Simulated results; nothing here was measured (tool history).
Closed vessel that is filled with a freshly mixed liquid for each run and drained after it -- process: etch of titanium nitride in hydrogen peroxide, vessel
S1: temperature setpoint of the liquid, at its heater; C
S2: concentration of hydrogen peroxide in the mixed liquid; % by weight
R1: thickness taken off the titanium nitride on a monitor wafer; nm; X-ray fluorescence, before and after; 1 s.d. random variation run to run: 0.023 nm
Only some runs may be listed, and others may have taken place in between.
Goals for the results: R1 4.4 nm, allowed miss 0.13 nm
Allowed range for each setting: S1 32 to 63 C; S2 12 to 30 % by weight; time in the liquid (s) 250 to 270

Run 1, hour 0: S1 47 C, S2 23 % by weight, time in the liquid (s) 250. Result: R1 8.7577 nm.
Run 2, hour 4: S1 43 C, S2 23 % by weight, time in the liquid (s) 250. Result: R1 6.572 nm.
Run 3, hour 9.9: S1 43 C, S2 23 % by weight, time in the liquid (s) 270. Result: R1 7.0011 nm.
Run 4, hour 17: S1 40 C, S2 23 % by weight, time in the liquid (s) 270. Result: R1 5.5677 nm.
Run 5, hour 22.7: S1 40 C, S2 23 % by weight, time in the liquid (s) 250. Result: R1 5.1449 nm.
Run 6, hour 30.3: S1 40 C, S2 23 % by weight, time in the liquid (s) 270. Result: R1 5.6301 nm.
Run 7, hour 33.3: S1 39 C, S2 23 % by weight, time in the liquid (s) 270. Result: R1 5.2455 nm.
Run 8, hour 37.9: S1 38.5 C, S2 23 % by weight, time in the liquid (s) 270. Result: R1 4.9526 nm.
Run 9, hour 41.4: S1 38 C, S2 23 % by weight, time in the liquid (s) 270. Result: R1 4.8415 nm.
Run 10, hour 49.1: S1 37.5 C, S2 23 % by weight, time in the liquid (s) 270. Result: R1 4.647 nm.

Pick the move, out of 4, that brings all results within their allowed miss; only one does.
Run A, hour 56.8: S1 37 C, S2 23 % by weight, time in the liquid (s) 270. Result: R1 ?.
Run B, hour 56.8: S1 38.5 C, S2 25.5 % by weight, time in the liquid (s) 265. Result: R1 ?.
Run C, hour 56.8: S1 40 C, S2 18.5 % by weight, time in the liquid (s) 250. Result: R1 ?.
Run D, hour 56.8: S1 38.5 C, S2 25.5 % by weight, time in the liquid (s) 270. Result: R1 ?.

move      R1
   A  4.3921
   B  4.9561
   C  4.8992
   D  5.0496
A: meets every target
B: the biggest miss grows against the last run
C: the biggest miss grows against the last run
D: the biggest miss grows against the last run
The right move is A.
